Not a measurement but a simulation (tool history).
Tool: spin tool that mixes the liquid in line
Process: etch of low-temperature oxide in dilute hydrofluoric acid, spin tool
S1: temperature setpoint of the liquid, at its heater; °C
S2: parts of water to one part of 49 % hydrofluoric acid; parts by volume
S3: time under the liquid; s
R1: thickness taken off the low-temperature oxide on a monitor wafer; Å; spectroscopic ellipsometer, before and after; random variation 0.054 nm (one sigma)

run 1 hour=0 | S1=22 S2=120 S3=30 | R1=31.749
run 2 hour=5.3 | S1=23.5 S2=115 S3=30 | R1=35.274
run 3 hour=11 | S1=23.5 S2=115 S3=30 | R1=35.274
run 4 hour=19.3 | S1=22 S2=115 S3=30 | R1=33.131
run 5 hour=21.6 | S1=22 S2=75 S3=30 | R1=53.782
run 6 hour=23.1 | S1=22 S2=75 S3=30 | R1=53.477
run 7 hour=28.9 | S1=23 S2=75 S3=30 | R1=55.987
run 8 hour=36.5 | S1=23.5 S2=75 S3=30 | R1=57.148
run 9 hour=45.4 | S1=24 S2=75 S3=30 | R1=58.77

Run 10 comes next. What will it give?
run 10 hour=52.8 | S1=24.5 S2=75 S3=30 | R1=?

{"run 10": {"R1": 58.765}}

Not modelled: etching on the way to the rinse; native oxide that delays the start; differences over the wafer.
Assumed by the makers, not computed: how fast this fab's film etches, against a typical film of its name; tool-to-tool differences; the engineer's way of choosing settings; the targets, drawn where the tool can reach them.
